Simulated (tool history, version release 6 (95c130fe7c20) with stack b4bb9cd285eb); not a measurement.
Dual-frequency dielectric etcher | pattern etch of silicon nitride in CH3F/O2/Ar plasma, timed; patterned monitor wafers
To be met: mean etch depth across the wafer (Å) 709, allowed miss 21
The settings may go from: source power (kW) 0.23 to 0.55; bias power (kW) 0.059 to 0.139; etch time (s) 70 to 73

run,hour,source power (kW),bias power (kW),etch time (s),mean etch depth across the wafer (Å)
1,0,0.39,0.099,70,588.55
2,3.9,0.41,0.102,70.5,610.27
3,10.4,0.45,0.102,70.5,629.92
4,14.2,0.45,0.086,70.5,608.22
5,17,0.45,0.086,70,602.49
6,25.8,0.45,0.1,70,623.53
7,30.4,0.46,0.103,70.5,635.04
8,34.3,0.47,0.106,71,646.02
9,41.8,0.48,0.108,71.5,659.43

Which of these 4 next moves meets every target?
A,49.3,0.5,0.105,70,?
B,49.3,0.47,0.101,72,?
C,49.3,0.55,0.104,73,?
D,49.3,0.47,0.106,70,?

move,mean etch depth across the wafer (Å)
A,649.25
B,647.73
C,698.94
D,636.54
A: further off than the last run
B: further off than the last run
C: meets every target
D: further off than the last run
The right move is C.

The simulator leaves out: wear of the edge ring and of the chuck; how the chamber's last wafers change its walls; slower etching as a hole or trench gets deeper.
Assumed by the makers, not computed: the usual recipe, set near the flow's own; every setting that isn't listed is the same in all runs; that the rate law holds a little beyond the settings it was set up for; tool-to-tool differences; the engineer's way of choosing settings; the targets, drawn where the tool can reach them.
